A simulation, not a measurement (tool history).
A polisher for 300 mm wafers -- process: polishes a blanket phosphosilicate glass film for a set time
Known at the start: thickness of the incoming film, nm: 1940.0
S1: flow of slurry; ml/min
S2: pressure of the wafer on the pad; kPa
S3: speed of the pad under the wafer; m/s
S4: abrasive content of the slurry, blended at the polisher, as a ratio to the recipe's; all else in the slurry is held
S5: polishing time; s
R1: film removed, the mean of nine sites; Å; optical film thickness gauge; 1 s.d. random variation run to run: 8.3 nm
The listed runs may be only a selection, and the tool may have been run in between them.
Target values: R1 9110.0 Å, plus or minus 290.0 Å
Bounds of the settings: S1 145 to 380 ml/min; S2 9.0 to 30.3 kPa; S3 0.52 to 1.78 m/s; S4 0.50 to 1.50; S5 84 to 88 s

{"run": 1, "hour": 0.0, "S1": 245, "S2": 19.3, "S3": 1.14, "S4": 1.0, "S5": 84, "R1": 5705.1}
{"run": 2, "hour": 8.7, "S1": 245, "S2": 19.3, "S3": 1.14, "S4": 0.85, "S5": 84, "R1": 5093.6}
{"run": 3, "hour": 10.0, "S1": 245, "S2": 19.3, "S3": 1.14, "S4": 0.65, "S5": 84, "R1": 4083.2}
{"run": 4, "hour": 10.8, "S1": 285, "S2": 19.3, "S3": 1.14, "S4": 0.65, "S5": 84, "R1": 4147.7}
{"hour": 15.5, "done": "slurry blender recalibrated"}
{"run": 5, "hour": 15.5, "S1": 285, "S2": 22.1, "S3": 1.22, "S4": 0.65, "S5": 84, "R1": 5503.6}
{"run": 6, "hour": 16.2, "S1": 285, "S2": 22.1, "S3": 1.22, "S4": 0.65, "S5": 84, "R1": 5503.7}
{"run": 7, "hour": 24.4, "S1": 285, "S2": 23.4, "S3": 1.22, "S4": 0.65, "S5": 84, "R1": 5779.5}
{"run": 8, "hour": 24.9, "S1": 290, "S2": 24.8, "S3": 1.24, "S4": 0.65, "S5": 84, "R1": 6052.1}
{"run": 9, "hour": 32.9, "S1": 295, "S2": 26.2, "S3": 1.28, "S4": 0.65, "S5": 84, "R1": 6587.2}
{"run": 10, "hour": 35.3, "S1": 300, "S2": 26.9, "S3": 1.32, "S4": 0.65, "S5": 84, "R1": 6701.3}
{"run": 11, "hour": 39.0, "S1": 300, "S2": 27.6, "S3": 1.4, "S4": 0.65, "S5": 84, "R1": 7371.7}
{"run": 12, "hour": 46.6, "S1": 305, "S2": 30.3, "S3": 1.5, "S4": 0.65, "S5": 84, "R1": 8514.1}

Consider the 5 candidate settings below. Which is the only one whose results all fall within their allowed miss of target?
{"run": "A", "hour": 54.2, "S1": 285, "S2": 30.3, "S3": 1.48, "S4": 0.6, "S5": 88, "R1": "?"}
{"run": "B", "hour": 54.2, "S1": 330, "S2": 27.6, "S3": 1.46, "S4": 0.7, "S5": 86, "R1": "?"}
{"run": "C", "hour": 54.2, "S1": 380, "S2": 20.0, "S3": 1.44, "S4": 0.95, "S5": 84, "R1": "?"}
{"run": "D", "hour": 54.2, "S1": 285, "S2": 29.6, "S3": 1.46, "S4": 0.65, "S5": 84, "R1": "?"}
{"run": "E", "hour": 54.2, "S1": 325, "S2": 30.3, "S3": 1.58, "S4": 0.65, "S5": 86, "R1": "?"}

move=A R1=8024.4
move=B R1=8433.2
move=C R1=8024.8
move=D R1=8056.4
move=E R1=9065.2
A: the biggest miss grows against the last run
B: the biggest miss grows against the last run
C: the biggest miss grows against the last run
D: the biggest miss grows against the last run
E: every result lands within tolerance
Correct choice: E, which meets every target
